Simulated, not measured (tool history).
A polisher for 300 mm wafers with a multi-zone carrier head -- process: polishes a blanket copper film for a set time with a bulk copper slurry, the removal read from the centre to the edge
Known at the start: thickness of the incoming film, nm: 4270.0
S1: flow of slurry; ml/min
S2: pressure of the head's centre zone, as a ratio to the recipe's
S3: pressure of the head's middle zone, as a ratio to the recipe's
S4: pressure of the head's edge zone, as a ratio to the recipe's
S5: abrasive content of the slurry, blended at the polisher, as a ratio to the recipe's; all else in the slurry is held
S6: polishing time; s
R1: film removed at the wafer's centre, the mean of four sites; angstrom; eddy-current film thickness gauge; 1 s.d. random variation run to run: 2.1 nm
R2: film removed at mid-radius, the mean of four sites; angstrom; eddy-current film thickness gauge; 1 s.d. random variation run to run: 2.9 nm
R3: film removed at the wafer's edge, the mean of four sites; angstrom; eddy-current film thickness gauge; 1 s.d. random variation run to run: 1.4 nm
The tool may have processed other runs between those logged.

run 1 hour=0 | S1=300 S2=1 S3=1 S4=1 S5=1 S6=39 | R1=4113.1 R2=4317.1 R3=4188
run 2 hour=3.1 | S1=300 S2=1 S3=0.92 S4=1 S5=1 S6=39 | R1=4128.3 R2=3945.2 R3=4127
run 3 hour=7.3 | S1=300 S2=0.99 S3=0.93 S4=0.95 S5=0.85 S6=34 | R1=3547.3 R2=3479.1 R3=3485.3
run 4 hour=10.6 | S1=300 S2=0.99 S3=1.01 S4=0.95 S5=0.85 S6=34 | R1=3533 R2=3685.3 R3=3480.1
run 5 hour=17.4 | S1=300 S2=0.99 S3=1.01 S4=0.95 S5=0.65 S6=34 | R1=3437.4 R2=3556.7 R3=3381.7
run 6 hour=25.5 | S1=300 S2=0.99 S3=0.96 S4=0.95 S5=0.65 S6=34 | R1=3494.9 R2=3411.1 R3=3351.7
run 7 hour=31 | S1=295 S2=0.97 S3=0.95 S4=0.92 S5=0.6 S6=30 | R1=2956.2 R2=2947.1 R3=2922.9
run 8 hour=33.6 | S1=305 S2=1 S3=0.98 S4=0.82 S5=0.5 S6=19 | R1=1891.8 R2=1882.2 R3=1716
run 9 hour=34.9 | S1=310 S2=1.01 S3=1 S4=0.87 S5=0.55 S6=19 | R1=1901.5 R2=1997.2 R3=1794.6
run 10 hour=40.5 | S1=355 S2=1.11 S3=0.99 S4=0.97 S5=0.8 S6=20 | R1=2340.7 R2=2166.8 R3=2054.4
run 11 hour=46.1 | S1=355 S2=1.09 S3=1 S4=0.98 S5=0.8 S6=20 | R1=2318.2 R2=2183.1 R3=2119.4
run 12 hour=50.4 | S1=355 S2=1.08 S3=1.01 S4=0.98 S5=0.8 S6=20 | R1=2292.8 R2=2192.8 R3=2066.9
run 13 hour=51.1 | S1=355 S2=1.07 S3=1.02 S4=0.99 S5=0.8 S6=20 | R1=2272.5 R2=2207.6 R3=2099.9

Estimate the outcome of run 14 from the log above:
run 14 hour=57.4 | S1=355 S2=1.07 S3=1.02 S4=0.99 S5=0.8 S6=20 | R1=? R2=? R3=?

{"run 14": {"R1": 2255.1, "R2": 2220.6, "R3": 2088.4}}
